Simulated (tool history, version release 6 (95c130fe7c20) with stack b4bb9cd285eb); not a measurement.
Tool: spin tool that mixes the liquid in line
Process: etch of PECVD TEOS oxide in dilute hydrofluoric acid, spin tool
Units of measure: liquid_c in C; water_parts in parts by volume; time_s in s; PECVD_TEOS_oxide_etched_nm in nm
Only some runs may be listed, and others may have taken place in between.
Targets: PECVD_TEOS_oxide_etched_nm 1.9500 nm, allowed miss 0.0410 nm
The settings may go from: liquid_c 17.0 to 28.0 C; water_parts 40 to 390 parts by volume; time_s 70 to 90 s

run,hour,liquid_c,water_parts,time_s,PECVD_TEOS_oxide_etched_nm
1,0.0,20.0,215,90,3.5109
2,2.7,19.5,235,90,3.1200
3,9.3,19.0,250,90,2.8286
4,9.9,17.0,250,90,2.6404
5,17.5,20.0,250,90,2.9588
6,25.2,20.0,250,70,2.2853
7,29.2,19.5,255,70,2.2006
8,31.4,19.0,260,70,2.1161
9,35.3,18.5,260,70,2.0855
10,41.1,18.0,260,70,2.0364

Which one of the following 5 next-run settings gets every result inside its allowed miss? There is exactly one.
A,46.9,21.0,265,70,?
B,46.9,17.5,275,80,?
C,46.9,17.5,270,80,?
D,46.9,25.5,350,75,?
E,46.9,18.5,265,75,?

move,PECVD_TEOS_oxide_etched_nm
A,2.2205
B,2.1258
C,2.1746
D,1.9441
E,2.1672
A: lands further from the targets than the last run did
B: lands further from the targets than the last run did
C: lands further from the targets than the last run did
D: every result lands within tolerance
E: lands further from the targets than the last run did
Answer: D

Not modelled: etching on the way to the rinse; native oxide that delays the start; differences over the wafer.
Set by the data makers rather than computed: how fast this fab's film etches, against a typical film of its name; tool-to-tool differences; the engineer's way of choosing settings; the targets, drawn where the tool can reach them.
